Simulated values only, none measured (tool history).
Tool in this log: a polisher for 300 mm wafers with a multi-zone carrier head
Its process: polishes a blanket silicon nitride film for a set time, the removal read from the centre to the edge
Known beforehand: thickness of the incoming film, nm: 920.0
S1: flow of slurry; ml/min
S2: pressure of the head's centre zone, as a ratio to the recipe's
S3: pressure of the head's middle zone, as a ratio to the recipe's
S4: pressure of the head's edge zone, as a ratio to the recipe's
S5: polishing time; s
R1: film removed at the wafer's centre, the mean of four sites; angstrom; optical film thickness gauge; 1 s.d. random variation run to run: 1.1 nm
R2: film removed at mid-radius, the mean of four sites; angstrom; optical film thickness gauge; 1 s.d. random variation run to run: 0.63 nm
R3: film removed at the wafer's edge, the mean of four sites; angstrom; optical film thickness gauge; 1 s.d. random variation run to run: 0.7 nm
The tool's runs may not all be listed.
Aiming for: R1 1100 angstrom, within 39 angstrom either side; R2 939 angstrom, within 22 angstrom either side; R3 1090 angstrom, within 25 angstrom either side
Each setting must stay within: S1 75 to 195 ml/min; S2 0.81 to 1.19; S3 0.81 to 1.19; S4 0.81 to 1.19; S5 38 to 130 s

run	hour	S1	S2	S3	S4	S5	R1	R2	R3
1	0	125	1	1	1	84	1092.4	1089.4	1091.9
2	0.7	135	1	1	1	84	1112.8	1112.7	1114.1
3	7.1	135	1.04	1	1	84	1172.6	1122.8	1111.7
4	9.5	135	1.09	1	1	84	1198.3	1122.8	1114
5	15	135	1.09	1	1	72	1035.1	945.9	954.63
6	17.4	140	1.09	0.99	1.03	72	1044.9	967.69	968.23
7	23.2	140	1.09	0.99	1.03	72	1028.7	956.71	977.92
8	26.2	145	1.1	0.97	1.05	72	1039.8	943	983.6
9	30.3	150	1.11	0.96	1.07	73	1095.7	955.57	1020.5
10	36.7	150	1.11	0.95	1.09	73	1087.1	949.63	1020.8
11	41.1	150	1.11	0.94	1.11	73	1108.8	941.69	1046.4
12	48.5	150	1.1	0.94	1.12	73	1070.5	940.94	1051.2
13	56.6	150	1.1	0.94	1.13	73	1076.1	933.05	1052.1
14	61.3	150	1.1	0.94	1.14	73	1086	942.37	1046.4

Which single option among these 4 for the next run brings every result within its allowed miss of target? Just one does.
A	66	140	1.07	0.89	1.12	77	?	?	?
B	66	130	1.13	0.92	1.06	77	?	?	?
C	66	155	1.16	0.98	1.16	70	?	?	?
D	66	160	1.1	0.93	1.1	71	?	?	?

move	R1	R2	R3
A	1099.8	926.1	1081.1
B	1135.7	937.25	1039.7
C	1100.4	929.92	1013.6
D	1070.2	908.21	1005.3
A: meets every target
B: the biggest miss grows against the last run
C: the biggest miss grows against the last run
D: the biggest miss grows against the last run
The right move is A.

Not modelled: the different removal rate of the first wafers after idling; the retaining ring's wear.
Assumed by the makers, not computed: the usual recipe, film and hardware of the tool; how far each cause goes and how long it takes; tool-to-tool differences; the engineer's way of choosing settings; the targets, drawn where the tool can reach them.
